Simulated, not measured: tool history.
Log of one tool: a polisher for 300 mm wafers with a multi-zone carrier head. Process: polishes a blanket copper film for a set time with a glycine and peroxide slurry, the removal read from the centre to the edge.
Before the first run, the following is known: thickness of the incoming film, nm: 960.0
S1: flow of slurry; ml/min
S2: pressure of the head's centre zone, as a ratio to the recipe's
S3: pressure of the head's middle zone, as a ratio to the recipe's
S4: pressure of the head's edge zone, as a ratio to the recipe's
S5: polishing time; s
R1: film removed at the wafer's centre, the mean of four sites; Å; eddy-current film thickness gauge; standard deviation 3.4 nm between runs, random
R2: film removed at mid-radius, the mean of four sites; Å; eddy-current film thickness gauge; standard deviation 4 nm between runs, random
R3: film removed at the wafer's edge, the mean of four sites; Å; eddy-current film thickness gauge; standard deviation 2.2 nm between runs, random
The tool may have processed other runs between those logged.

Run 1, hour 0.0: S1 215 ml/min, S2 1.00, S3 1.00, S4 1.00, S5 54 s. Result: R1 2808.7 Å, R2 2789.6 Å, R3 2791.3 Å.
Run 2, hour 1.6: S1 215 ml/min, S2 1.00, S3 1.00, S4 1.00, S5 42 s. Result: R1 2193.6 Å, R2 2286.9 Å, R3 2185.0 Å.
Run 3, hour 2.3: S1 215 ml/min, S2 0.94, S3 1.00, S4 1.00, S5 42 s. Result: R1 2085.2 Å, R2 2211.9 Å, R3 2168.0 Å.
Run 4, hour 4.8: S1 215 ml/min, S2 1.01, S3 1.00, S4 1.00, S5 42 s. Result: R1 2218.1 Å, R2 2236.5 Å, R3 2176.0 Å.
Run 5, hour 6.1: S1 220 ml/min, S2 1.03, S3 0.99, S4 1.02, S5 44 s. Result: R1 2380.7 Å, R2 2395.2 Å, R3 2296.8 Å.
Run 6, hour 12.6: S1 220 ml/min, S2 1.03, S3 0.99, S4 0.94, S5 44 s. Result: R1 2319.3 Å, R2 2303.9 Å, R3 2240.6 Å.
Run 7, hour 14.7: S1 220 ml/min, S2 1.04, S3 0.98, S4 0.95, S5 46 s. Result: R1 2477.8 Å, R2 2416.2 Å, R3 2328.8 Å.
Run 8, hour 18.8: S1 220 ml/min, S2 1.04, S3 0.96, S4 0.97, S5 47 s. Result: R1 2558.7 Å, R2 2395.7 Å, R3 2379.2 Å.
Run 9, hour 21.0: S1 220 ml/min, S2 1.04, S3 0.95, S4 0.98, S5 49 s. Result: R1 2717.5 Å, R2 2473.1 Å, R3 2506.3 Å.
Run 10, hour 29.7: S1 220 ml/min, S2 1.04, S3 0.94, S4 1.00, S5 50 s. Result: R1 2736.9 Å, R2 2558.9 Å, R3 2576.6 Å.

What will run 11 give?
Run 11, hour 30.5: S1 220 ml/min, S2 1.04, S3 0.93, S4 1.01, S5 51 s. Result: R1 ?, R2 ?, R3 ?.

Run 11 came out at R1 2749.6 Å, R2 2496.1 Å, R3 2658.4 Å.
